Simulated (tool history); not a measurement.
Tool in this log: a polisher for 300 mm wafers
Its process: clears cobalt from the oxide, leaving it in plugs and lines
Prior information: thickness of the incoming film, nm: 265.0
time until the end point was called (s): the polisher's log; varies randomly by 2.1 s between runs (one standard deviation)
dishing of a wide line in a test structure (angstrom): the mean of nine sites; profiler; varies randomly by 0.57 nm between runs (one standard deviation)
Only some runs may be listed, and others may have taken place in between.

run,hour,flow of slurry (ml/min),pressure of the wafer on the pad (psi),speed of the pad under the wafer (m/s),overpolish time after the end point (s),time until the end point was called (s),dishing of a wide line in a test structure (angstrom)
1,0,230,1.2,1.26,26,61.628,516.03
2,5.7,230,1.1,1.18,23,72.072,463.06
3,11.7,225,1,1.12,20,84.331,405.01
4,14.7,225,0.9,1.12,20,92.252,378.31
5,19.8,225,0.9,0.82,20,129.47,302.62
6,21.5,225,1.2,0.82,20,97.374,388.11
7,29.6,225,1.1,0.82,18,101.19,321.72
8,31.9,225,1,0.82,17,113.71,272.28

Estimate the outcome of run 9 from the log above:
9,34.7,225,0.9,0.82,18,?,?

Run 9 yielded time until the end point was called (s) 123.6, dishing of a wide line in a test structure (angstrom) 284.89.
